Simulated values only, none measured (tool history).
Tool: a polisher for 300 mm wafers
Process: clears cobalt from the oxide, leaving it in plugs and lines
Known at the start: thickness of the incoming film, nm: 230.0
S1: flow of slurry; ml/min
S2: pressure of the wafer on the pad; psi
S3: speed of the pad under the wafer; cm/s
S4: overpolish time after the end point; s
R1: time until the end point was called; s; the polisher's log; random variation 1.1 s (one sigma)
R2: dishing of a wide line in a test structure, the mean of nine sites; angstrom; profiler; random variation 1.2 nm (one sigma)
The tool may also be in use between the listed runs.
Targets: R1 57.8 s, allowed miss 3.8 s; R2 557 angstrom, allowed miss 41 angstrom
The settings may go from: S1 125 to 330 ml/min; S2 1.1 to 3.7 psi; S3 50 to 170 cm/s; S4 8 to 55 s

run,day,S1,S2,S3,S4,R1,R2
1,0,210,2.4,110,28,34.647,689.09
2,0.288,210,2.3,110,27,37.511,657.54
3,0.646,210,2.3,126,27,31.582,658.45
4,0.671,210,2.2,124,27,33.128,667.61
5,0.829,210,1.7,124,27,43.483,595.83
6,1.117,210,1.7,136,27,39.514,628.45
# day 1.408: head pressure recalibrated
7,1.408,210,1.6,134,27,45.153,600.08
8,1.688,210,1.4,132,27,52.897,560.26
9,1.908,210,1.2,130,30,62.901,546.58

4 next moves are on the table. One of them brings every result within its allowed miss. Which?
A,2.129,215,1.7,98,27,?,?
B,2.129,190,1.3,112,55,?,?
C,2.129,210,1.2,120,36,?,?
D,2.129,235,1.5,108,41,?,?

move,R1,R2
A,58.265,534.55
B,67.218,654.91
C,66.867,571.84
D,59.128,625.15
A: meets every target
B: further off than the last run
C: further off than the last run
D: brings the result that was furthest off to its target, and leaves another outside
Answer: A
